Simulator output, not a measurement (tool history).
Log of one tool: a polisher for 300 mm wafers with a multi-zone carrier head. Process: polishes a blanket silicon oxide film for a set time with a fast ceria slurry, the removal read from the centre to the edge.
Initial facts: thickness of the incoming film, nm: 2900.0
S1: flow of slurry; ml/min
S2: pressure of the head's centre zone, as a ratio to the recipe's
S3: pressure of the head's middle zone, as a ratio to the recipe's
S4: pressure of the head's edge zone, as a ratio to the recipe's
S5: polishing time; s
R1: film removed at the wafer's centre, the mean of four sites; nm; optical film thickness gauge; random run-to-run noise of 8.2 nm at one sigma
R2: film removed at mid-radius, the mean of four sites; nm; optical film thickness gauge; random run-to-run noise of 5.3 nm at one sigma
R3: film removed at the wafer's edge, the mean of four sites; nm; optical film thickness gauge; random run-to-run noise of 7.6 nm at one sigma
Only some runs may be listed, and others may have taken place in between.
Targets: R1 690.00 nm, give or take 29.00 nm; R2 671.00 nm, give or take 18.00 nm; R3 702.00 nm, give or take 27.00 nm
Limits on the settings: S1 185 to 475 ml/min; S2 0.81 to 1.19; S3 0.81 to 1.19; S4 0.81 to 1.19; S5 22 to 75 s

run    day   S1    S2    S3    S4  S5      R1      R2      R3
  1  0.000  305  1.00  1.00  1.00  48  740.27  764.76  747.39
  2  0.075  305  1.00  1.00  0.97  48  745.32  766.61  745.08
  3  0.146  305  1.00  1.00  0.97  40  624.91  646.11  615.12
  4  0.367  305  1.06  1.00  0.97  40  676.98  640.30  600.71
  5  0.696  310  1.05  0.99  1.00  41  664.51  642.41  641.33
  6  1.038  310  1.11  0.99  1.00  41  727.92  660.64  643.15
  7  1.312  310  1.10  0.99  1.02  41  695.07  655.62  647.17
  8  1.654  315  1.10  0.99  1.03  41  710.65  664.31  653.62
  9  2.025  315  1.10  0.99  1.04  41  705.71  646.53  644.80
 10  2.096  315  1.09  0.99  1.05  42  707.78  675.54  674.70
 11  2.133  315  1.09  0.99  1.06  42  713.51  668.91  678.87

Of the 4 settings listed for the next run, only one would bring every result within its allowed miss of target. Which one?
  A  2.171  375  1.16  0.99  1.09  41   ?   ?   ?
  B  2.171  300  1.02  0.96  1.06  43   ?   ?   ?
  C  2.171  285  1.13  1.01  1.00  41   ?   ?   ?
  D  2.171  305  1.08  0.96  1.09  45   ?   ?   ?

move      R1      R2      R3
   A  751.93  667.02  679.89
   B  677.33  668.56  692.64
   C  711.99  661.42  638.80
   D  752.24  700.58  735.99
A: brings the result that was furthest off to its target, and leaves another outside
B: in spec on every target
C: further off than the last run
D: pushes the last run's worst result past its target
Answer: B
